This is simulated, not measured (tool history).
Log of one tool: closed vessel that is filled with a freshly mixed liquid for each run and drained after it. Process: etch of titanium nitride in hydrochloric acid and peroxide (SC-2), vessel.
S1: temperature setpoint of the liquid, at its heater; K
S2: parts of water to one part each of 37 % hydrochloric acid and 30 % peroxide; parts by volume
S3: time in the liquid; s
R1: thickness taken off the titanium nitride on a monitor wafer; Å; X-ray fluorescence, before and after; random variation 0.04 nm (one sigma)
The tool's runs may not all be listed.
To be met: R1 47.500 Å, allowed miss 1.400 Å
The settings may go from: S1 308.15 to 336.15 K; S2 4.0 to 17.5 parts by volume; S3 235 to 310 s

run  hour      S1   S2   S3       R1
  1   0.0  320.15  9.5  310   93.993
  2   5.6  325.15  9.5  310  130.450
  3   9.5  325.15  9.5  310  130.890
  4  18.4  323.15  9.5  310  114.540
  5  25.3  323.15  9.5  235   87.343
  6  27.3  322.15  9.5  235   81.361
  7  34.7  321.15  9.5  235   75.581
  8  38.3  320.15  9.5  235   70.054
  9  46.7  319.65  9.5  235   68.723
 10  48.8  319.15  9.5  235   66.176
 11  50.4  319.15  9.5  235   66.434
 12  56.4  318.65  9.5  235   63.966

4 next moves are on the table. One of them brings every result within its allowed miss. Which?
  A  62.4  309.15   6.0  255   ?
  B  62.4  316.65  11.5  250   ?
  C  62.4  321.65   9.5  285   ?
  D  62.4  311.15   9.5  295   ?

move      R1
   A  51.119
   B  50.630
   C  95.367
   D  47.547
A: nearer than the last run, and not there yet
B: nearer than the last run, and not there yet
C: further off than the last run
D: meets every target
Answer: D
